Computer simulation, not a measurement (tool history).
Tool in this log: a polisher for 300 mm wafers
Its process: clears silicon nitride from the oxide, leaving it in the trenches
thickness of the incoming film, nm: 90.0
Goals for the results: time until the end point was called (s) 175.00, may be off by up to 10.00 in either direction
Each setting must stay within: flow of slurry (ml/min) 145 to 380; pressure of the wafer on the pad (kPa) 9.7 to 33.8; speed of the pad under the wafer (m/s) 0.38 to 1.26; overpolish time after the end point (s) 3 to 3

| run | day | flow of slurry (ml/min) | pressure of the wafer on the pad (kPa) | speed of the pad under the wafer (m/s) | overpolish time after the end point (s) | time until the end point was called (s) |
|---|---|---|---|---|---|---|
| 1 | 0.000 | 245 | 21.4 | 0.82 | 3 | 110.68 |
| 2 | 0.083 | 245 | 19.3 | 0.82 | 3 | 127.10 |
| 3 | 0.375 | 245 | 19.3 | 0.92 | 3 | 109.43 |
| 4 | 0.575 | 245 | 15.9 | 0.92 | 3 | 133.64 |
| 5 | 0.783 | 190 | 15.9 | 0.92 | 3 | 139.84 |
| 6 | 0.983 | 190 | 15.9 | 0.92 | 3 | 135.26 |
| 7 | 1.288 | 190 | 15.2 | 0.92 | 3 | 144.54 |
| 8 | 1.375 | 190 | 14.5 | 0.92 | 3 | 156.02 |

Which one of the following 4 next-run settings gets every result inside its allowed miss? There is exactly one.
| A | 1.462 | 175 | 12.4 | 0.90 | 3 | ? |
| B | 1.462 | 145 | 15.2 | 0.66 | 3 | ? |
| C | 1.462 | 230 | 15.2 | 0.82 | 3 | ? |
| D | 1.462 | 170 | 11.7 | 0.80 | 3 | ? |

| move | time until the end point was called (s) |
|---|---|
| A | 175.94 |
| B | 200.24 |
| C | 154.83 |
| D | 208.88 |
A: all results in spec
B: the result that was furthest off in the last run now lies on the other side of its target
C: misses by more than the last run did
D: the result that was furthest off in the last run now lies on the other side of its target
A is the move that brings every result within its allowed miss.
